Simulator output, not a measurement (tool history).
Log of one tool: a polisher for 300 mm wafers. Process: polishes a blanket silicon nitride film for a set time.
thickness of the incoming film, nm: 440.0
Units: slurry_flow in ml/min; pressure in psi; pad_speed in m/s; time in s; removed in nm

| run | hour | slurry_flow | pressure | pad_speed | time | removed |
|---|---|---|---|---|---|---|
| 1 | 0.0 | 305 | 4.2 | 1.20 | 92 | 251.56 |
| 2 | 4.4 | 305 | 4.2 | 0.94 | 92 | 209.18 |
| 3 | 7.8 | 305 | 4.8 | 0.98 | 92 | 248.77 |
| 4 | 10.6 | 305 | 5.3 | 1.00 | 92 | 278.12 |
| 5 | 14.8 | 360 | 5.3 | 1.00 | 92 | 275.71 |
| 6 | 21.6 | 360 | 5.3 | 0.84 | 92 | 238.80 |
| 7 | 28.8 | 355 | 5.6 | 0.92 | 92 | 276.63 |
| 8 | 31.8 | 355 | 5.9 | 0.98 | 92 | 305.12 |

Run 9 comes next. What will it give?
| 9 | 37.2 | 355 | 5.9 | 0.98 | 92 | ? |

{"run 9": {"removed": 308.29}}

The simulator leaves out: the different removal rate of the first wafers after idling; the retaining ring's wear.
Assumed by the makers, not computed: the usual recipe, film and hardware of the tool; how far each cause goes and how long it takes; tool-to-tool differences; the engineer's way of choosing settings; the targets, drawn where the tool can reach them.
